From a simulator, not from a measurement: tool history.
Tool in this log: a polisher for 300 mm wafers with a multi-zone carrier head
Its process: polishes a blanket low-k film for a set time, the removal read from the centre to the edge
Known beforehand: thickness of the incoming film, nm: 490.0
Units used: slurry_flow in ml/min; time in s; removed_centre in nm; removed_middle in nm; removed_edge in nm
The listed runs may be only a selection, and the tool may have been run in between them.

run  hour  slurry_flow  centre_zone  middle_zone  edge_zone  slurry_solids  time  removed_centre  removed_middle  removed_edge
  1   0.0          270         1.00         1.00       1.00           1.00    41          9.4261          9.3925        9.2287
  2   4.2          270         1.00         1.00       1.04           1.00    41          9.4934          9.1611        9.2143
  3   6.9          270         1.01         0.98       1.04           0.90    38          8.4573          8.1516        8.2888
  4   8.6          270         1.03         0.96       1.04           0.85    35          7.6833          7.1333        7.3867
  5   9.7          265         1.04         0.94       1.03           0.80    33          7.1785          6.3283        6.9564
     17.4  -- edge zone pressure recalibrated
  6  17.4          240         1.04         0.94       1.03           0.80    33          7.1093          6.3075        7.1610
  7  25.6          255         1.04         0.93       1.02           0.75    32          6.6410          6.0335        6.5999
  8  26.5          265         1.06         0.92       1.01           0.70    31          6.5136          5.6108        6.2183
  9  30.4          275         1.06         0.91       1.00           0.65    30          6.1297          5.2611        5.9172
 10  37.3          285         1.06         0.90       0.98           0.65    29          5.8678          5.0450        5.6938
 11  40.2          290         1.07         0.89       0.96           0.65    29          6.0392          4.9357        5.6738

Expected results for the next run?
 12  46.2          295         1.07         0.89       0.94           0.65    29               ?               ?             ?

removed_centre: 5.9757 nm
removed_middle: 5.0380 nm
removed_edge: 5.5964 nm
